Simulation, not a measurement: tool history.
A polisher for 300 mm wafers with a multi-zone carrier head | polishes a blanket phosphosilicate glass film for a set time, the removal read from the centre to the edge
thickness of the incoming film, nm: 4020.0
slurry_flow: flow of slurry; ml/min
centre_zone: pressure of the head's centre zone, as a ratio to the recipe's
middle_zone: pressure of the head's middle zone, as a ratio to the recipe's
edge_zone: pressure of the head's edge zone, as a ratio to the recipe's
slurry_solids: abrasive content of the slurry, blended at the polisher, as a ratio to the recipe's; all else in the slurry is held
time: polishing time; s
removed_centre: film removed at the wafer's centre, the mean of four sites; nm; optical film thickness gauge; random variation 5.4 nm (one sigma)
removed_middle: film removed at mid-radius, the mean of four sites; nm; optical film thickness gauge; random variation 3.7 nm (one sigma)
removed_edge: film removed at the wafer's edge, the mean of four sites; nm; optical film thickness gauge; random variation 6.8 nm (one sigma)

| run | hour | slurry_flow | centre_zone | middle_zone | edge_zone | slurry_solids | time | removed_centre | removed_middle | removed_edge |
|---|---|---|---|---|---|---|---|---|---|---|
| 1 | 0 | 255 | 1 | 1 | 1 | 1 | 68 | 711.35 | 712.16 | 696.92 |
| 2 | 9 | 310 | 1 | 1 | 1 | 1 | 68 | 719.23 | 733.58 | 717.35 |
| 3 | 15.7 | 255 | 1 | 1 | 1 | 1 | 68 | 701.47 | 714.76 | 713.46 |
| 4 | 19.8 | 255 | 1.03 | 1 | 1 | 1 | 68 | 732.87 | 718.81 | 702.49 |
| 5 | 21.9 | 255 | 0.99 | 1 | 1 | 1 | 68 | 688.86 | 704.01 | 692.26 |
| 6 | 28.8 | 255 | 0.99 | 1 | 1 | 1 | 53 | 544.25 | 551.62 | 549.03 |
| 7 | 31.7 | 245 | 1 | 0.98 | 0.96 | 0.95 | 53 | 530.08 | 524.8 | 523.76 |
| 8 | 40.6 | 235 | 1.01 | 0.97 | 0.93 | 0.95 | 53 | 526.49 | 519.86 | 515.46 |
| 9 | 45.4 | 230 | 1.03 | 0.96 | 0.9 | 0.95 | 53 | 543.82 | 515.79 | 498.89 |

Forecast run 10:
| 10 | 49.8 | 220 | 1.03 | 0.95 | 0.89 | 0.95 | 53 | ? | ? | ? |

Run 10 gave removed_centre 538.95 nm, removed_middle 505.35 nm, removed_edge 500.59 nm.
